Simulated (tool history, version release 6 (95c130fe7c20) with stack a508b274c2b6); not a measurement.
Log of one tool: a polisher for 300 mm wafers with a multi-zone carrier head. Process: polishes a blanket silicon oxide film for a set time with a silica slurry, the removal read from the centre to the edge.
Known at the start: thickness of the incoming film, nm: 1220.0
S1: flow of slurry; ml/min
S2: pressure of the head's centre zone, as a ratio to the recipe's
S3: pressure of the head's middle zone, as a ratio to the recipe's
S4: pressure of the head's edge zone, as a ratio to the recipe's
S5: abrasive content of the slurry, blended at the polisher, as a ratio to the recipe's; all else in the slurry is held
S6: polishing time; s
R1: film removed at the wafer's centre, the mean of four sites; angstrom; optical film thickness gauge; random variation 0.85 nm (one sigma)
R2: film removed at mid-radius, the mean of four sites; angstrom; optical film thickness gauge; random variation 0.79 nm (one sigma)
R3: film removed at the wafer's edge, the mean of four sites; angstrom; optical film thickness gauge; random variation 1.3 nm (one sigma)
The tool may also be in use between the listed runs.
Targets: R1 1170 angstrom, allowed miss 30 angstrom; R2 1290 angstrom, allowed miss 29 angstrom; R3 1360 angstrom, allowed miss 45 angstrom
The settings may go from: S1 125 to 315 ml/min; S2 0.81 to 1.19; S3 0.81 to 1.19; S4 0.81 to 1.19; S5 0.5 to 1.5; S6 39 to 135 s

run	hour	S1	S2	S3	S4	S5	S6	R1	R2	R3
1	0	205	1	1	1	1	87	3014.1	3077.7	3122.6
2	5.5	205	1	1	1	0.8	87	2520.4	2590.5	2527.4
3	8.1	205	1	1	0.96	0.8	87	2513.4	2567.5	2558.2
4	15.9	205	1	1.05	0.96	0.8	87	2507.9	2674.5	2514.9
5	18.1	195	0.97	1.02	0.94	0.75	81	2113.5	2260.9	2211.1
6	19.8	195	0.97	1.02	0.94	0.9	81	2489.6	2639.4	2590.3
7	24	190	0.95	1	0.94	0.8	76	2085.8	2204.1	2184.5
8	28.6	180	0.92	0.98	0.93	0.75	73	1810	1953.4	1994.1
9	30.6	180	0.91	0.97	0.91	0.7	71	1603.6	1777	1740.1
10	36.1	170	0.89	0.93	0.9	0.7	71	1578.5	1696	1767.7
11	40.5	170	0.83	0.91	0.84	0.5	54	647.95	733.55	753.84
12	46.4	160	0.86	0.94	0.9	0.5	52	636.57	718.61	742.95
13	53	165	0.88	0.96	0.95	0.55	52	792.49	889.7	919.57
14	59.4	170	0.9	0.98	1	0.55	52	825.22	911.94	938.18
15	60.9	165	0.91	0.99	1.04	0.6	52	961.37	1062.4	1096.7
16	66.5	160	0.92	1	1.07	0.6	52	964.33	1054.3	1099.8
17	72.7	155	0.92	1.01	1.1	0.6	52	960.67	1067.7	1115.7
18	73.7	150	0.93	1.02	1.12	0.6	52	962.93	1065.1	1122.8
19	77.8	170	0.93	1.02	1.14	0.6	52	977.82	1090.5	1124.7
20	80.5	160	0.94	1.03	1.15	0.65	52	1086.2	1222.2	1250.7
21	81.3	155	0.94	1.03	1.16	0.65	52	1104.6	1215.7	1271.3
22	84.4	150	0.94	1.04	1.17	0.65	52	1092.4	1215.2	1270.2
23	89.7	145	0.94	1.05	1.17	0.65	52	1082.3	1227	1256.3
24	92.4	200	0.94	1.03	1.19	0.7	52	1236.8	1359.9	1416.6
25	98.8	165	0.93	1.02	1.19	0.7	52	1193	1326.1	1387.7

Which of these 4 next moves meets every target?
A	105.2	150	0.95	1.11	1.14	0.7	50	?	?	?
B	105.2	150	0.91	1.04	1.17	0.6	65	?	?	?
C	105.2	160	0.94	0.99	1.18	0.7	50	?	?	?
D	105.2	230	0.93	1.01	1.19	0.6	61	?	?	?

move	R1	R2	R3
A	1140.6	1356.1	1289.9
B	1157.7	1360.5	1380.8
C	1135.6	1238.2	1312.8
D	1161.5	1296.7	1343.1
A: further off than the last run
B: further off than the last run
C: takes the result that was furthest off past its target
D: meets every target
Move D is the one to make.
